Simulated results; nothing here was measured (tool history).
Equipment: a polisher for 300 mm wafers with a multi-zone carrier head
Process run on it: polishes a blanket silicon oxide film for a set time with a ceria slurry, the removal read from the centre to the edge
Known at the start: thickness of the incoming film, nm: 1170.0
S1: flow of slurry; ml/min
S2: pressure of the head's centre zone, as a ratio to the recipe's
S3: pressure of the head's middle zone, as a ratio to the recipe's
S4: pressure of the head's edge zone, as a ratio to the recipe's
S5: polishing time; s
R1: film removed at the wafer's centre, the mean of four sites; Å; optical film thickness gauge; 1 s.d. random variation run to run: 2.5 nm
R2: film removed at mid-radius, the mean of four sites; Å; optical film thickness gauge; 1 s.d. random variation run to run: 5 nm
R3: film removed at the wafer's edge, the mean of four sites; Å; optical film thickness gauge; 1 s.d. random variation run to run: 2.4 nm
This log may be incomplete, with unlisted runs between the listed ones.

run	day	S1	S2	S3	S4	S5	R1	R2	R3
1	0.000	180	1.00	1.00	1.00	45	2956.6	2930.9	2922.3
2	0.346	180	0.94	1.00	1.00	45	2806.1	2861.6	2914.8
3	0.688	140	0.94	1.00	1.00	45	2698.3	2795.0	2776.5
4	0.871	140	0.90	1.00	1.00	45	2557.7	2829.5	2798.8
5	1.162	140	0.90	1.00	1.03	45	2544.9	2807.0	2848.6
6	1.400	180	0.90	1.00	1.03	45	2683.9	2952.9	2937.6

Run 7 comes next. What will it give?
7	1.538	205	0.92	1.01	1.08	46	?	?	?

Run 7 measured R1 2884.3 Å, R2 3091.5 Å, R3 3127.3 Å.

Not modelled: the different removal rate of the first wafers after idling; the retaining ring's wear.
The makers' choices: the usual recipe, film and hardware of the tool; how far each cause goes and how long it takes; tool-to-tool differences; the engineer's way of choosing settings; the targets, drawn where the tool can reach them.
